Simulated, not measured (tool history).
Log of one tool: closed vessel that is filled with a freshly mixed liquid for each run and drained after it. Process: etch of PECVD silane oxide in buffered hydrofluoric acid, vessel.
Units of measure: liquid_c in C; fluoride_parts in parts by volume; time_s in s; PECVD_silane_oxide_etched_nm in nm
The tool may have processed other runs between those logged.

{"run": 1, "day": 0.0, "liquid_c": 25, "fluoride_parts": 18.5, "time_s": 85, "PECVD_silane_oxide_etched_nm": 71.69}
{"run": 2, "day": 0.312, "liquid_c": 24.5, "fluoride_parts": 18.5, "time_s": 85, "PECVD_silane_oxide_etched_nm": 71.067}
{"run": 3, "day": 0.55, "liquid_c": 23.5, "fluoride_parts": 18.5, "time_s": 85, "PECVD_silane_oxide_etched_nm": 67.011}
{"run": 4, "day": 0.658, "liquid_c": 23, "fluoride_parts": 18.5, "time_s": 85, "PECVD_silane_oxide_etched_nm": 65.517}
{"run": 5, "day": 0.883, "liquid_c": 23, "fluoride_parts": 21, "time_s": 85, "PECVD_silane_oxide_etched_nm": 59.013}
{"run": 6, "day": 1.008, "liquid_c": 23, "fluoride_parts": 17.5, "time_s": 85, "PECVD_silane_oxide_etched_nm": 68.35}
{"run": 7, "day": 1.25, "liquid_c": 22.5, "fluoride_parts": 17.5, "time_s": 85, "PECVD_silane_oxide_etched_nm": 67.113}
{"run": 8, "day": 1.525, "liquid_c": 22, "fluoride_parts": 17.5, "time_s": 85, "PECVD_silane_oxide_etched_nm": 64.873}
{"run": 9, "day": 1.883, "liquid_c": 21.5, "fluoride_parts": 17.5, "time_s": 85, "PECVD_silane_oxide_etched_nm": 62.831}
{"run": 10, "day": 2.188, "liquid_c": 21, "fluoride_parts": 17.5, "time_s": 85, "PECVD_silane_oxide_etched_nm": 61.601}

For run 11, what comes out?
{"run": 11, "day": 2.242, "liquid_c": 20.5, "fluoride_parts": 17.5, "time_s": 85, "PECVD_silane_oxide_etched_nm": "?"}

PECVD_silane_oxide_etched_nm: 60.217 nm

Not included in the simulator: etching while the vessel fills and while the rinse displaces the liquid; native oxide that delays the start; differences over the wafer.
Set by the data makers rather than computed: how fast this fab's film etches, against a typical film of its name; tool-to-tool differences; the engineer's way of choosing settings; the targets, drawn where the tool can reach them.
